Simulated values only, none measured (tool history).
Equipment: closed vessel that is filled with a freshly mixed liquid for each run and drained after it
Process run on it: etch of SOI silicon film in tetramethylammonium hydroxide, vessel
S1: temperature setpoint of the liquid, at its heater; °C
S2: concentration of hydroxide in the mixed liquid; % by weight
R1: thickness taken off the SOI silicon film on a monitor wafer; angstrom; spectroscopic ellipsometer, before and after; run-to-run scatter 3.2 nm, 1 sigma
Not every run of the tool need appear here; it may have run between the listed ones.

{"run": 1, "hour": 0.0, "S1": 73.0, "S2": 14.5, "time in the liquid (s)": 95, "R1": 6323.9}
{"run": 2, "hour": 6.0, "S1": 73.0, "S2": 12.0, "time in the liquid (s)": 95, "R1": 7085.3}
{"run": 3, "hour": 10.3, "S1": 73.0, "S2": 12.0, "time in the liquid (s)": 105, "R1": 7752.0}
{"run": 4, "hour": 18.1, "S1": 71.5, "S2": 12.0, "time in the liquid (s)": 105, "R1": 7020.6}
{"run": 5, "hour": 22.8, "S1": 67.0, "S2": 12.0, "time in the liquid (s)": 105, "R1": 5438.6}
{"run": 6, "hour": 26.2, "S1": 67.0, "S2": 10.5, "time in the liquid (s)": 105, "R1": 5661.0}

What does the tool deliver on the next run?
{"run": 7, "hour": 33.4, "S1": 66.5, "S2": 10.5, "time in the liquid (s)": 105, "R1": "?"}

R1: 5576.9 angstrom

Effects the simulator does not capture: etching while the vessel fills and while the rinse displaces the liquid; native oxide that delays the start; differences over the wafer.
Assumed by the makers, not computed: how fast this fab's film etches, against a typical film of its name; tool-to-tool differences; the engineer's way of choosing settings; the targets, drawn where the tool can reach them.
